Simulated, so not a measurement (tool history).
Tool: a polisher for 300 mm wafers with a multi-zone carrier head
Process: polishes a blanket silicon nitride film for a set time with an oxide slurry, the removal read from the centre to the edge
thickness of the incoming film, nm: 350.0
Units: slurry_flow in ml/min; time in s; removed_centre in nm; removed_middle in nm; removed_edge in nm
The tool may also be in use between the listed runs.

Run 1, hour 0.0: slurry_flow 190 ml/min, centre_zone 1.00, middle_zone 1.00, edge_zone 1.00, slurry_solids 1.0, time 56 s. Result: removed_centre 35.491 nm, removed_middle 32.931 nm, removed_edge 34.103 nm.
Run 2, hour 3.2: slurry_flow 190 ml/min, centre_zone 1.00, middle_zone 1.00, edge_zone 1.00, slurry_solids 0.8, time 56 s. Result: removed_centre 30.929 nm, removed_middle 29.307 nm, removed_edge 30.601 nm.
Run 3, hour 8.9: slurry_flow 190 ml/min, centre_zone 0.93, middle_zone 1.00, edge_zone 1.00, slurry_solids 0.8, time 56 s. Result: removed_centre 28.596 nm, removed_middle 29.312 nm, removed_edge 30.023 nm.
Run 4, hour 14.0: slurry_flow 155 ml/min, centre_zone 0.93, middle_zone 1.00, edge_zone 1.00, slurry_solids 0.8, time 56 s. Result: removed_centre 27.786 nm, removed_middle 28.032 nm, removed_edge 29.492 nm.
Run 5, hour 18.9: slurry_flow 155 ml/min, centre_zone 0.90, middle_zone 1.00, edge_zone 1.00, slurry_solids 0.8, time 56 s. Result: removed_centre 27.496 nm, removed_middle 27.977 nm, removed_edge 29.735 nm.
At hour 27.3: worn pad replaced by a new one.
Run 6, hour 27.3: slurry_flow 155 ml/min, centre_zone 0.90, middle_zone 0.93, edge_zone 1.00, slurry_solids 0.8, time 56 s. Result: removed_centre 29.811 nm, removed_middle 28.354 nm, removed_edge 31.770 nm.

Run 7 comes next. What will it give?
Run 7, hour 29.6: slurry_flow 155 ml/min, centre_zone 0.91, middle_zone 0.94, edge_zone 0.99, slurry_solids 0.8, time 56 s. Result: removed_centre ?, removed_middle ?, removed_edge ?.

removed_centre: 29.673 nm
removed_middle: 28.588 nm
removed_edge: 31.322 nm

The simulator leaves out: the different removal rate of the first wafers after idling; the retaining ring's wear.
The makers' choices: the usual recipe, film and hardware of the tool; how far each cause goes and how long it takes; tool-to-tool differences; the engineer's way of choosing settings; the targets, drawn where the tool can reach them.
